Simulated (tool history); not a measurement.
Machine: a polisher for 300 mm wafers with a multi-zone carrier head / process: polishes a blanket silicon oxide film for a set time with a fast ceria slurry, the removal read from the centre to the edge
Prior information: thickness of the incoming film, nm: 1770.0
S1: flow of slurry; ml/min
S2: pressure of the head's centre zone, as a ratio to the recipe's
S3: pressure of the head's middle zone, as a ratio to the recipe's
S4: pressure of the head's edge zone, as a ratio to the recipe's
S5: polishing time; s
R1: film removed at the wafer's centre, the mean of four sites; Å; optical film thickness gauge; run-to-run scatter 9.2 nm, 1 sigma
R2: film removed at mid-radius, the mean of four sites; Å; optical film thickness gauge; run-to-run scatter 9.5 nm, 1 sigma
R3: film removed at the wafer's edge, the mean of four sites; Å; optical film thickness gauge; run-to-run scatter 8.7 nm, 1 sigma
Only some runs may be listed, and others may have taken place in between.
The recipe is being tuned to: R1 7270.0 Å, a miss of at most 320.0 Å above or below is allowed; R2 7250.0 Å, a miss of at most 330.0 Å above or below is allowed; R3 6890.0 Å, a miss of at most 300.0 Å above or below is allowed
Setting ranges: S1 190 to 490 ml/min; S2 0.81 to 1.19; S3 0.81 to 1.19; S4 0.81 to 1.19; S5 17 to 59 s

{"run": 1, "day": 0.0, "S1": 315, "S2": 1.0, "S3": 1.0, "S4": 1.0, "S5": 38, "R1": 5591.7, "R2": 5719.4, "R3": 5579.4}
{"run": 2, "day": 0.188, "S1": 315, "S2": 1.0, "S3": 1.0, "S4": 0.94, "S5": 38, "R1": 5594.2, "R2": 5801.4, "R3": 5469.9}
{"run": 3, "day": 0.4, "S1": 315, "S2": 1.0, "S3": 1.0, "S4": 0.89, "S5": 38, "R1": 5607.0, "R2": 5719.6, "R3": 5419.7}
{"run": 4, "day": 0.517, "S1": 315, "S2": 0.94, "S3": 1.0, "S4": 0.89, "S5": 38, "R1": 5228.2, "R2": 5618.6, "R3": 5383.7}
{"run": 5, "day": 0.879, "S1": 315, "S2": 0.97, "S3": 1.0, "S4": 0.9, "S5": 40, "R1": 5761.3, "R2": 5937.8, "R3": 5574.4}
{"run": 6, "day": 0.95, "S1": 315, "S2": 0.9, "S3": 1.0, "S4": 0.9, "S5": 40, "R1": 5319.2, "R2": 6091.9, "R3": 5642.1}
{"run": 7, "day": 1.062, "S1": 315, "S2": 0.93, "S3": 1.0, "S4": 0.93, "S5": 42, "R1": 5801.4, "R2": 6439.2, "R3": 6060.4}
{"run": 8, "day": 1.154, "S1": 315, "S2": 0.96, "S3": 1.0, "S4": 0.95, "S5": 43, "R1": 5957.4, "R2": 6561.3, "R3": 6296.9}
{"run": 9, "day": 1.242, "S1": 320, "S2": 1.0, "S3": 1.01, "S4": 0.95, "S5": 44, "R1": 6512.8, "R2": 6702.5, "R3": 6549.3}
{"run": 10, "day": 1.454, "S1": 320, "S2": 1.0, "S3": 1.01, "S4": 0.95, "S5": 44, "R1": 6509.1, "R2": 6775.1, "R3": 6390.8}
{"run": 11, "day": 1.638, "S1": 320, "S2": 1.01, "S3": 1.01, "S4": 0.96, "S5": 45, "R1": 6713.3, "R2": 6760.1, "R3": 6547.1}

Below are 5 possible settings for the next run. Only one of them brings all results inside the allowed miss of their targets. Which is it?
{"run": "A", "day": 1.821, "S1": 360, "S2": 1.11, "S3": 1.11, "S4": 1.16, "S5": 44, "R1": "?", "R2": "?", "R3": "?"}
{"run": "B", "day": 1.821, "S1": 410, "S2": 1.1, "S3": 1.14, "S4": 0.89, "S5": 48, "R1": "?", "R2": "?", "R3": "?"}
{"run": "C", "day": 1.821, "S1": 355, "S2": 0.94, "S3": 0.91, "S4": 1.05, "S5": 45, "R1": "?", "R2": "?", "R3": "?"}
{"run": "D", "day": 1.821, "S1": 295, "S2": 0.91, "S3": 1.0, "S4": 0.95, "S5": 48, "R1": "?", "R2": "?", "R3": "?"}
{"run": "E", "day": 1.821, "S1": 290, "S2": 0.94, "S3": 1.02, "S4": 0.97, "S5": 47, "R1": "?", "R2": "?", "R3": "?"}

move=A R1=7321.1 R2=7181.8 R3=6729.4
move=B R1=7999.3 R2=8040.5 R3=6676.9
move=C R1=6372.1 R2=6536.2 R3=6618.4
move=D R1=6484.7 R2=7252.5 R3=6712.8
move=E R1=6538.8 R2=7172.6 R3=6615.2
A: every result lands within tolerance
B: moves the result that the last run missed by most past its target, out the other side
C: moves away from the targets compared with the last run
D: moves away from the targets compared with the last run
E: moves away from the targets compared with the last run
Go with A: it meets all targets.
